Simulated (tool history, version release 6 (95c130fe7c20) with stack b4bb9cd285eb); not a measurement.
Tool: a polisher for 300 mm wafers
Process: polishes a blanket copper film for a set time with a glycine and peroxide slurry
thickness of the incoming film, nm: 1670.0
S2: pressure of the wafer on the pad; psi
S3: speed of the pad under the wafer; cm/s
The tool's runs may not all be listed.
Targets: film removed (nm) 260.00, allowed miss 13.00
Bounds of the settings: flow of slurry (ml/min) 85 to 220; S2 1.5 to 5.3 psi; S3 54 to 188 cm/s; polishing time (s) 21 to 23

Run 1, hour 0.0: flow of slurry (ml/min) 140, S2 3.4 psi, S3 120 cm/s, polishing time (s) 23. Result: film removed (nm) 191.80.
Run 2, hour 9.0: flow of slurry (ml/min) 140, S2 3.7 psi, S3 120 cm/s, polishing time (s) 23. Result: film removed (nm) 212.33.
Run 3, hour 11.5: flow of slurry (ml/min) 140, S2 3.8 psi, S3 120 cm/s, polishing time (s) 23. Result: film removed (nm) 221.35.
Run 4, hour 15.0: flow of slurry (ml/min) 155, S2 3.8 psi, S3 120 cm/s, polishing time (s) 23. Result: film removed (nm) 221.68.
Run 5, hour 22.5: flow of slurry (ml/min) 155, S2 3.8 psi, S3 102 cm/s, polishing time (s) 23. Result: film removed (nm) 188.66.
Run 6, hour 26.3: flow of slurry (ml/min) 155, S2 3.8 psi, S3 102 cm/s, polishing time (s) 21. Result: film removed (nm) 173.27.
Run 7, hour 30.5: flow of slurry (ml/min) 155, S2 4.1 psi, S3 102 cm/s, polishing time (s) 21. Result: film removed (nm) 190.10.
Run 8, hour 38.3: flow of slurry (ml/min) 155, S2 4.3 psi, S3 102 cm/s, polishing time (s) 21. Result: film removed (nm) 195.85.
Run 9, hour 45.9: flow of slurry (ml/min) 155, S2 4.5 psi, S3 104 cm/s, polishing time (s) 21. Result: film removed (nm) 208.75.

4 next moves are on the table. One of them brings every result within its allowed miss. Which?
Run A, hour 53.5: flow of slurry (ml/min) 180, S2 4.2 psi, S3 124 cm/s, polishing time (s) 23. Result: film removed (nm) ?.
Run B, hour 53.5: flow of slurry (ml/min) 155, S2 5.0 psi, S3 126 cm/s, polishing time (s) 23. Result: film removed (nm) ?.
Run C, hour 53.5: flow of slurry (ml/min) 160, S2 4.4 psi, S3 114 cm/s, polishing time (s) 22. Result: film removed (nm) ?.
Run D, hour 53.5: flow of slurry (ml/min) 160, S2 4.9 psi, S3 124 cm/s, polishing time (s) 23. Result: film removed (nm) ?.

move  film removed (nm)
   A             250.64
   B             290.52
   C             227.39
   D             282.66
A: meets every target
B: takes the result that was furthest off past its target
C: nearer than the last run, and not there yet
D: takes the result that was furthest off past its target
Move A is the one to make.

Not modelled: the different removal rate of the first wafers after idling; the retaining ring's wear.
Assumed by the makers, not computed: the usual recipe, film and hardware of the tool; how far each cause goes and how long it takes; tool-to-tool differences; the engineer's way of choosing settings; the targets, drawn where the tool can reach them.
